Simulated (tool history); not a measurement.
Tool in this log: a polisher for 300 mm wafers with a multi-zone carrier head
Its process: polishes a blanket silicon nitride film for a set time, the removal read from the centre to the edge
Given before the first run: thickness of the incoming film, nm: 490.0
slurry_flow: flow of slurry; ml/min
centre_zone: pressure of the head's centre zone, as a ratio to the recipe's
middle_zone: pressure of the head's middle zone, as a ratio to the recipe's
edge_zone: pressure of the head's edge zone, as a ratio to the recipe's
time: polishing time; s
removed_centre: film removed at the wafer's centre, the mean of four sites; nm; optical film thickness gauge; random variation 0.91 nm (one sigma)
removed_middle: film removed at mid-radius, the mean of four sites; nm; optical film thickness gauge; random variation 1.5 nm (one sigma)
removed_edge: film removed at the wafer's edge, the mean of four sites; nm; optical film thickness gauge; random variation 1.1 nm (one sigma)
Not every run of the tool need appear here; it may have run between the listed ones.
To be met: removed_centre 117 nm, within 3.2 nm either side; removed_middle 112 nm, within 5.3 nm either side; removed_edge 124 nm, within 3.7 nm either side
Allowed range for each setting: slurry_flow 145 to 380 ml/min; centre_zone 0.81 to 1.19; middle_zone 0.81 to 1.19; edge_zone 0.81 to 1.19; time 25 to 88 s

Run 1, hour 0: slurry_flow 245 ml/min, centre_zone 1, middle_zone 1, edge_zone 1, time 56 s. Result: removed_centre 89.08 nm, removed_middle 92.412 nm, removed_edge 92.882 nm.
Run 2, hour 4.1: slurry_flow 250 ml/min, centre_zone 1.02, middle_zone 1, edge_zone 1.05, time 59 s. Result: removed_centre 95.739 nm, removed_middle 97.634 nm, removed_edge 102.75 nm.
Run 3, hour 10.8: slurry_flow 250 ml/min, centre_zone 1.02, middle_zone 1, edge_zone 1.05, time 64 s. Result: removed_centre 103.4 nm, removed_middle 104.58 nm, removed_edge 109.64 nm.
Run 4, hour 13.9: slurry_flow 250 ml/min, centre_zone 1.02, middle_zone 1, edge_zone 1.05, time 50 s. Result: removed_centre 81.537 nm, removed_middle 83.224 nm, removed_edge 84.263 nm.
Run 5, hour 16.6: slurry_flow 250 ml/min, centre_zone 1.02, middle_zone 1, edge_zone 1.05, time 45 s. Result: removed_centre 73.792 nm, removed_middle 74.312 nm, removed_edge 76.092 nm.
Run 6, hour 25: slurry_flow 190 ml/min, centre_zone 1.02, middle_zone 1, edge_zone 1.05, time 45 s. Result: removed_centre 69.14 nm, removed_middle 71.386 nm, removed_edge 74.791 nm.
Run 7, hour 33.4: slurry_flow 200 ml/min, centre_zone 1.04, middle_zone 1.01, edge_zone 1.08, time 52 s. Result: removed_centre 82.769 nm, removed_middle 82.693 nm, removed_edge 88.633 nm.
Run 8, hour 35: slurry_flow 190 ml/min, centre_zone 1.06, middle_zone 1.03, edge_zone 1.1, time 56 s. Result: removed_centre 90.791 nm, removed_middle 92.023 nm, removed_edge 94.601 nm.
Run 9, hour 39.2: slurry_flow 210 ml/min, centre_zone 1.06, middle_zone 1.02, edge_zone 1.13, time 59 s. Result: removed_centre 97.653 nm, removed_middle 96.543 nm, removed_edge 103.05 nm.
Run 10, hour 45.4: slurry_flow 230 ml/min, centre_zone 1.06, middle_zone 1.02, edge_zone 1.15, time 61 s. Result: removed_centre 99.67 nm, removed_middle 101.8 nm, removed_edge 109.13 nm.
Run 11, hour 47: slurry_flow 245 ml/min, centre_zone 1.08, middle_zone 1.01, edge_zone 1.16, time 62 s. Result: removed_centre 106.31 nm, removed_middle 102.89 nm, removed_edge 113.32 nm.
Run 12, hour 48.1: slurry_flow 245 ml/min, centre_zone 1.08, middle_zone 1.01, edge_zone 1.16, time 62 s. Result: removed_centre 106.97 nm, removed_middle 102.21 nm, removed_edge 111.36 nm.
At hour 55: centre zone pressure recalibrated.
Run 13, hour 55: slurry_flow 290 ml/min, centre_zone 1.07, middle_zone 1.01, edge_zone 1.19, time 67 s. Result: removed_centre 123.23 nm, removed_middle 113.07 nm, removed_edge 123.22 nm.
Run 14, hour 58.2: slurry_flow 280 ml/min, centre_zone 1.07, middle_zone 1.01, edge_zone 1.19, time 67 s. Result: removed_centre 122.46 nm, removed_middle 113.93 nm, removed_edge 121.87 nm.
Run 15, hour 65.3: slurry_flow 280 ml/min, centre_zone 1.07, middle_zone 1.01, edge_zone 1.19, time 67 s. Result: removed_centre 124.55 nm, removed_middle 112.52 nm, removed_edge 123.94 nm.
Run 16, hour 71.8: slurry_flow 265 ml/min, centre_zone 1.06, middle_zone 1.01, edge_zone 1.19, time 67 s. Result: removed_centre 121.01 nm, removed_middle 111.68 nm, removed_edge 121.6 nm.
Run 17, hour 76.2: slurry_flow 250 ml/min, centre_zone 1.08, middle_zone 1.01, edge_zone 1.18, time 67 s. Result: removed_centre 121.55 nm, removed_middle 109.55 nm, removed_edge 121.21 nm.

Which single option among these 4 for the next run brings every result within its allowed miss of target? Just one does.
Run A, hour 80.6: slurry_flow 265 ml/min, centre_zone 1.1, middle_zone 0.95, edge_zone 1.17, time 67 s. Result: removed_centre ?, removed_middle ?, removed_edge ?.
Run B, hour 80.6: slurry_flow 195 ml/min, centre_zone 1.03, middle_zone 1.02, edge_zone 1.18, time 70 s. Result: removed_centre ?, removed_middle ?, removed_edge ?.
Run C, hour 80.6: slurry_flow 230 ml/min, centre_zone 1.07, middle_zone 0.9, edge_zone 1.17, time 71 s. Result: removed_centre ?, removed_middle ?, removed_edge ?.
Run D, hour 80.6: slurry_flow 235 ml/min, centre_zone 1.07, middle_zone 0.94, edge_zone 1.19, time 69 s. Result: removed_centre ?, removed_middle ?, removed_edge ?.

move  removed_centre  removed_middle  removed_edge
   A          125.48          104.01        121.09
   B          116.89          110.42        122.81
   C          126.67          103.45        126.62
   D          123.54          104.55        124.37
A: moves away from the targets compared with the last run
B: each result inside its tolerance
C: moves away from the targets compared with the last run
D: moves away from the targets compared with the last run
Answer: B

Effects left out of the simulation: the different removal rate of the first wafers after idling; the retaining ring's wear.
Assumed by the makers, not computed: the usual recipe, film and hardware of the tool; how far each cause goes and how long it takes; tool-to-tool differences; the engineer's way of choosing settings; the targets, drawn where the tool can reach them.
